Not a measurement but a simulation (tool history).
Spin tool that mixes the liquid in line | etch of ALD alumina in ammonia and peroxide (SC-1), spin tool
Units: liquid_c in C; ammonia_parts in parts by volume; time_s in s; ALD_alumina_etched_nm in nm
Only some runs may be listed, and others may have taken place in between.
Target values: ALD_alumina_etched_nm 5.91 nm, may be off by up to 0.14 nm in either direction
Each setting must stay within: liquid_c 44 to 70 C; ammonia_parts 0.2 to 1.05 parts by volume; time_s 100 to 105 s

Run 1, hour 0: liquid_c 60 C, ammonia_parts 0.55 parts by volume, time_s 100 s. Result: ALD_alumina_etched_nm 7.0363 nm.
Run 2, hour 7.1: liquid_c 59.5 C, ammonia_parts 0.55 parts by volume, time_s 100 s. Result: ALD_alumina_etched_nm 6.8079 nm.
Run 3, hour 14.5: liquid_c 59.5 C, ammonia_parts 0.4 parts by volume, time_s 100 s. Result: ALD_alumina_etched_nm 6.6705 nm.
Run 4, hour 19.7: liquid_c 59.5 C, ammonia_parts 0.2 parts by volume, time_s 100 s. Result: ALD_alumina_etched_nm 6.2181 nm.
Run 5, hour 26.2: liquid_c 59.5 C, ammonia_parts 0.2 parts by volume, time_s 105 s. Result: ALD_alumina_etched_nm 6.5166 nm.
Run 6, hour 30.3: liquid_c 59 C, ammonia_parts 0.2 parts by volume, time_s 105 s. Result: ALD_alumina_etched_nm 6.4149 nm.
Run 7, hour 36.8: liquid_c 58.5 C, ammonia_parts 0.2 parts by volume, time_s 105 s. Result: ALD_alumina_etched_nm 6.2223 nm.
Run 8, hour 43.1: liquid_c 58 C, ammonia_parts 0.2 parts by volume, time_s 105 s. Result: ALD_alumina_etched_nm 6.0496 nm.

Exercise: of the 5 proposed moves below, exactly one satisfies all targets within the stated allowed misses. Which move is it?
Run A, hour 49.4: liquid_c 58 C, ammonia_parts 0.45 parts by volume, time_s 100 s. Result: ALD_alumina_etched_nm ?.
Run B, hour 49.4: liquid_c 57 C, ammonia_parts 0.25 parts by volume, time_s 105 s. Result: ALD_alumina_etched_nm ?.
Run C, hour 49.4: liquid_c 58.5 C, ammonia_parts 0.2 parts by volume, time_s 105 s. Result: ALD_alumina_etched_nm ?.
Run D, hour 49.4: liquid_c 59.5 C, ammonia_parts 0.2 parts by volume, time_s 105 s. Result: ALD_alumina_etched_nm ?.
Run E, hour 49.4: liquid_c 57.5 C, ammonia_parts 0.35 parts by volume, time_s 105 s. Result: ALD_alumina_etched_nm ?.

move  ALD_alumina_etched_nm
   A                 6.2582
   B                 5.8987
   C                  6.245
   D                 6.5766
   E                 6.2515
A: further off than the last run
B: all results land within tolerance of their targets
C: further off than the last run
D: further off than the last run
E: further off than the last run
Correct choice: B, which meets every target
